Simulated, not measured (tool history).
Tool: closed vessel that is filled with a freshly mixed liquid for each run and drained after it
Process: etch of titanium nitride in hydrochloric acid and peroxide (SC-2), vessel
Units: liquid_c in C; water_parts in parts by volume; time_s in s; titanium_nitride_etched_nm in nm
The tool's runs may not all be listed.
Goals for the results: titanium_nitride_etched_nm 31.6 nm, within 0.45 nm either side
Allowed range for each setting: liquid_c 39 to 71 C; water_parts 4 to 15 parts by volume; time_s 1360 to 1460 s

Run 1, hour 0: liquid_c 55 C, water_parts 8.5 parts by volume, time_s 1360 s. Result: titanium_nitride_etched_nm 78.423 nm.
Run 2, hour 4.1: liquid_c 51.5 C, water_parts 8.5 parts by volume, time_s 1360 s. Result: titanium_nitride_etched_nm 61.884 nm.
Run 3, hour 9.4: liquid_c 51.5 C, water_parts 11.5 parts by volume, time_s 1360 s. Result: titanium_nitride_etched_nm 48.175 nm.
Run 4, hour 13.8: liquid_c 50 C, water_parts 11.5 parts by volume, time_s 1360 s. Result: titanium_nitride_etched_nm 43.995 nm.
Run 5, hour 14.8: liquid_c 50 C, water_parts 9 parts by volume, time_s 1360 s. Result: titanium_nitride_etched_nm 53.363 nm.
Run 6, hour 19.4: liquid_c 50 C, water_parts 9 parts by volume, time_s 1360 s. Result: titanium_nitride_etched_nm 53.407 nm.
Run 7, hour 22.9: liquid_c 48 C, water_parts 9 parts by volume, time_s 1360 s. Result: titanium_nitride_etched_nm 46.816 nm.
Run 8, hour 28.2: liquid_c 46.5 C, water_parts 9 parts by volume, time_s 1360 s. Result: titanium_nitride_etched_nm 42.427 nm.
Run 9, hour 37.2: liquid_c 45.5 C, water_parts 9 parts by volume, time_s 1360 s. Result: titanium_nitride_etched_nm 39.482 nm.
Run 10, hour 44.5: liquid_c 44.5 C, water_parts 9 parts by volume, time_s 1360 s. Result: titanium_nitride_etched_nm 36.716 nm.
Run 11, hour 47.1: liquid_c 44 C, water_parts 9 parts by volume, time_s 1360 s. Result: titanium_nitride_etched_nm 35.609 nm.
Run 12, hour 55.5: liquid_c 42 C, water_parts 9 parts by volume, time_s 1360 s. Result: titanium_nitride_etched_nm 31 nm.
Run 13, hour 58.8: liquid_c 42.5 C, water_parts 9 parts by volume, time_s 1360 s. Result: titanium_nitride_etched_nm 32.244 nm.
Run 14, hour 65.1: liquid_c 42.5 C, water_parts 9 parts by volume, time_s 1360 s. Result: titanium_nitride_etched_nm 32.077 nm.
Run 15, hour 68.5: liquid_c 42 C, water_parts 9 parts by volume, time_s 1360 s. Result: titanium_nitride_etched_nm 30.952 nm.
Run 16, hour 77.2: liquid_c 42.5 C, water_parts 9 parts by volume, time_s 1360 s. Result: titanium_nitride_etched_nm 31.947 nm.
Run 17, hour 81.8: liquid_c 42.5 C, water_parts 9 parts by volume, time_s 1360 s. Result: titanium_nitride_etched_nm 32.121 nm.
Run 18, hour 89.5: liquid_c 42 C, water_parts 9 parts by volume, time_s 1360 s. Result: titanium_nitride_etched_nm 30.918 nm.
Run 19, hour 92.3: liquid_c 42.5 C, water_parts 9 parts by volume, time_s 1360 s. Result: titanium_nitride_etched_nm 32.242 nm.
Run 20, hour 93.4: liquid_c 42.5 C, water_parts 9 parts by volume, time_s 1360 s. Result: titanium_nitride_etched_nm 31.987 nm.
Run 21, hour 94.5: liquid_c 42 C, water_parts 9 parts by volume, time_s 1360 s. Result: titanium_nitride_etched_nm 30.956 nm.
Run 22, hour 102.8: liquid_c 42.5 C, water_parts 9 parts by volume, time_s 1360 s. Result: titanium_nitride_etched_nm 31.941 nm.
Run 23, hour 105.1: liquid_c 42 C, water_parts 9 parts by volume, time_s 1360 s. Result: titanium_nitride_etched_nm 31.16 nm.
Run 24, hour 107.7: liquid_c 42.5 C, water_parts 9 parts by volume, time_s 1360 s. Result: titanium_nitride_etched_nm 32.014 nm.
Run 25, hour 111.6: liquid_c 42 C, water_parts 9 parts by volume, time_s 1360 s. Result: titanium_nitride_etched_nm 30.771 nm.
Run 26, hour 118.2: liquid_c 42.5 C, water_parts 9 parts by volume, time_s 1360 s. Result: titanium_nitride_etched_nm 32.128 nm.
At hour 120.6: chemicals flow meter replaced.
Run 27, hour 120.6: liquid_c 42 C, water_parts 9 parts by volume, time_s 1360 s. Result: titanium_nitride_etched_nm 28.3 nm.
Run 28, hour 127: liquid_c 42.5 C, water_parts 9 parts by volume, time_s 1360 s. Result: titanium_nitride_etched_nm 29.404 nm.

Which single option among these 5 for the next run brings every result within its allowed miss of target? Just one does.
Run A, hour 133.4: liquid_c 42.5 C, water_parts 8.5 parts by volume, time_s 1360 s. Result: titanium_nitride_etched_nm ?.
Run B, hour 133.4: liquid_c 40 C, water_parts 8 parts by volume, time_s 1360 s. Result: titanium_nitride_etched_nm ?.
Run C, hour 133.4: liquid_c 43.5 C, water_parts 9 parts by volume, time_s 1410 s. Result: titanium_nitride_etched_nm ?.
Run D, hour 133.4: liquid_c 42 C, water_parts 8.5 parts by volume, time_s 1390 s. Result: titanium_nitride_etched_nm ?.
Run E, hour 133.4: liquid_c 41.5 C, water_parts 7.5 parts by volume, time_s 1360 s. Result: titanium_nitride_etched_nm ?.

move  titanium_nitride_etched_nm
   A                       30.65
   B                      26.986
   C                      32.521
   D                      30.249
   E                      31.583
A: better than the last run, though not everything is in spec
B: its largest miss is bigger than the last run's
C: takes the result that was furthest off past its target
D: better than the last run, though not everything is in spec
E: each result inside its tolerance
The right move is E.

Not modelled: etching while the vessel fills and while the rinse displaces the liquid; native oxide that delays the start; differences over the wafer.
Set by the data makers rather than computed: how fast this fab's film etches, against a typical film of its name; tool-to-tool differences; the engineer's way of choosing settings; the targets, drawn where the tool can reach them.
